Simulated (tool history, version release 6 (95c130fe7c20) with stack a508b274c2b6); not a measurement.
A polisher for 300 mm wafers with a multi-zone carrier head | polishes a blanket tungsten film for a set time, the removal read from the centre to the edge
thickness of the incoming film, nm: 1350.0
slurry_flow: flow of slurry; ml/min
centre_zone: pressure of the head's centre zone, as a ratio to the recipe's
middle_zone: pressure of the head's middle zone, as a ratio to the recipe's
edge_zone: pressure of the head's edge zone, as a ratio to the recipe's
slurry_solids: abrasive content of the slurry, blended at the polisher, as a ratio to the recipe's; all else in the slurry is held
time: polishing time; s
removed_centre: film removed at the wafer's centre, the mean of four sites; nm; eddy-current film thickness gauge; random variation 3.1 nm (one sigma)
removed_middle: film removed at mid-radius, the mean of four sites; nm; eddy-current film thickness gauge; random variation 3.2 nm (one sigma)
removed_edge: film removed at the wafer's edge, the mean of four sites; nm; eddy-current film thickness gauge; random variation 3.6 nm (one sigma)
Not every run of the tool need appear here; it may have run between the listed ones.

run  hour  slurry_flow  centre_zone  middle_zone  edge_zone  slurry_solids  time  removed_centre  removed_middle  removed_edge
  1     0          145            1            1          1              1    58           210.7          210.61        215.23
  2   3.6          145            1            1       0.97              1    58          216.74          212.02         207.6
  3  12.1          145            1            1       0.97            1.2    58          221.02          223.06        223.99
  4  16.2          155         1.01         0.99       1.01           1.25    58          233.41          234.76        229.92
  5  19.6          155         1.01         0.99       1.08           1.25    58          236.12          224.47        241.57
  6  20.6          155            1         0.99        1.1            1.3    59          240.49          237.23        250.56
  7  22.1          150         0.99         0.97       1.12           1.35    60          241.12           233.6        256.66

Run 8 is up next; what results do you expect?
  8  22.8          150         0.98         0.96       1.14            1.4    61               ?               ?             ?

removed_centre: 243.39 nm
removed_middle: 243.62 nm
removed_edge: 265.38 nm
